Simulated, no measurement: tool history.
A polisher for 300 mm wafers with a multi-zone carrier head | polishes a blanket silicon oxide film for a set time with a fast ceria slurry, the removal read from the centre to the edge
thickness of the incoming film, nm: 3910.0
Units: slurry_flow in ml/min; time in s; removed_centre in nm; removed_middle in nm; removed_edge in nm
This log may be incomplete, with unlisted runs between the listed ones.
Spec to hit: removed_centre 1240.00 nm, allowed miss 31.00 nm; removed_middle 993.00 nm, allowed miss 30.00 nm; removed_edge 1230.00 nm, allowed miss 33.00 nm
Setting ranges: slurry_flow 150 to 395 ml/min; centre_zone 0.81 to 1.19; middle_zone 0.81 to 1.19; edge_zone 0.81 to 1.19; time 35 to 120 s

run 1 hour=0.0 | slurry_flow=250 centre_zone=1.00 middle_zone=1.00 edge_zone=1.00 time=77 | removed_centre=909.71 removed_middle=917.76 removed_edge=918.59
run 2 hour=1.3 | slurry_flow=255 centre_zone=1.01 middle_zone=0.99 edge_zone=1.02 time=78 | removed_centre=943.05 removed_middle=913.75 removed_edge=930.50
run 3 hour=7.9 | slurry_flow=250 centre_zone=1.01 middle_zone=0.98 edge_zone=1.03 time=80 | removed_centre=949.60 removed_middle=943.03 removed_edge=960.58
run 4 hour=16.0 | slurry_flow=250 centre_zone=1.01 middle_zone=0.98 edge_zone=1.11 time=80 | removed_centre=955.47 removed_middle=938.85 removed_edge=985.11
run 5 hour=23.6 | slurry_flow=255 centre_zone=1.02 middle_zone=0.96 edge_zone=1.12 time=82 | removed_centre=998.57 removed_middle=935.14 removed_edge=1023.60
run 6 hour=29.2 | slurry_flow=255 centre_zone=1.02 middle_zone=1.02 edge_zone=1.12 time=82 | removed_centre=983.05 removed_middle=1004.00 removed_edge=1022.80
run 7 hour=31.0 | slurry_flow=260 centre_zone=1.02 middle_zone=1.00 edge_zone=1.13 time=83 | removed_centre=1011.40 removed_middle=999.57 removed_edge=1040.80
run 8 hour=32.0 | slurry_flow=265 centre_zone=1.02 middle_zone=0.99 edge_zone=1.14 time=84 | removed_centre=1006.10 removed_middle=991.04 removed_edge=1066.40
run 9 hour=40.3 | slurry_flow=275 centre_zone=1.03 middle_zone=0.98 edge_zone=1.15 time=85 | removed_centre=1054.40 removed_middle=994.04 removed_edge=1090.20
run 10 hour=42.8 | slurry_flow=325 centre_zone=1.06 middle_zone=0.88 edge_zone=1.19 time=93 | removed_centre=1205.20 removed_middle=1029.70 removed_edge=1217.20
run 11 hour=51.0 | slurry_flow=325 centre_zone=1.06 middle_zone=0.87 edge_zone=1.19 time=93 | removed_centre=1203.60 removed_middle=993.38 removed_edge=1221.10

Of the 4 settings listed for the next run, only one would bring every result within its allowed miss of target. Which one?
run A hour=59.2 | slurry_flow=300 centre_zone=1.02 middle_zone=0.84 edge_zone=1.12 time=94 | removed_centre=? removed_middle=? removed_edge=?
run B hour=59.2 | slurry_flow=320 centre_zone=1.08 middle_zone=0.85 edge_zone=1.19 time=93 | removed_centre=? removed_middle=? removed_edge=?
run C hour=59.2 | slurry_flow=295 centre_zone=1.03 middle_zone=0.87 edge_zone=1.15 time=92 | removed_centre=? removed_middle=? removed_edge=?
run D hour=59.2 | slurry_flow=225 centre_zone=1.01 middle_zone=0.81 edge_zone=1.19 time=99 | removed_centre=? removed_middle=? removed_edge=?

move=A removed_centre=1164.70 removed_middle=985.43 removed_edge=1198.10
move=B removed_centre=1229.40 removed_middle=990.43 removed_edge=1225.00
move=C removed_centre=1149.10 removed_middle=990.86 removed_edge=1184.80
move=D removed_centre=1167.40 removed_middle=972.40 removed_edge=1263.80
A: misses by more than the last run did
B: every result lands within tolerance
C: misses by more than the last run did
D: misses by more than the last run did
B meets every target.
